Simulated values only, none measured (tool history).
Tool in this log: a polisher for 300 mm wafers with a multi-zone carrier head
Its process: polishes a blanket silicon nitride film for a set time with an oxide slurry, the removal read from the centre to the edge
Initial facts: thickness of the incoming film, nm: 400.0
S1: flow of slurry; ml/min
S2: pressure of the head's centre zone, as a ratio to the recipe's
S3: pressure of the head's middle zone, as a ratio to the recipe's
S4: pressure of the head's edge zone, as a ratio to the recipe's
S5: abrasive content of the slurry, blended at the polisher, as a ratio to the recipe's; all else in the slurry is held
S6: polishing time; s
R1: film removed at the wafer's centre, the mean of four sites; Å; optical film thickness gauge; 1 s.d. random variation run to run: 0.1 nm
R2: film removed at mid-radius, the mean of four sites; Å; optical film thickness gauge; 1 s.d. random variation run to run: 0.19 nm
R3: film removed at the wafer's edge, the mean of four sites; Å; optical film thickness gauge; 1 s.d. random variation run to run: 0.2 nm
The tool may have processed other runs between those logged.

run  hour   S1    S2    S3    S4    S5  S6      R1      R2      R3
  1   0.0  125  1.00  1.00  1.00  1.00  31  207.29  213.06  209.10
  2   5.3  120  0.98  0.98  0.98  0.95  31  195.82  205.29  198.49
  3  11.1  120  0.91  0.98  0.98  0.95  31  188.12  208.57  199.17
  4  17.1  120  0.99  0.98  0.98  0.95  31  197.61  200.37  199.66
  5  24.6  115  0.97  0.97  0.98  0.90  31  188.85  197.69  194.15
  6  31.6  110  0.95  0.95  0.98  0.85  31  177.74  189.02  186.05
  7  36.4  105  0.94  0.93  0.98  0.85  31  175.74  181.84  184.78
  8  40.4  100  0.92  0.92  0.98  0.85  31  169.64  178.68  182.58
  9  48.8   95  0.91  0.91  0.98  0.85  31  165.81  171.95  178.73

Run 10 has not been measured yet. What should we expect?
 10  51.6  90  0.90  0.91  0.98  0.85  31   ?   ?   ?

{"run 10": {"R1": 160.61, "R2": 168.2, "R3": 181.34}}
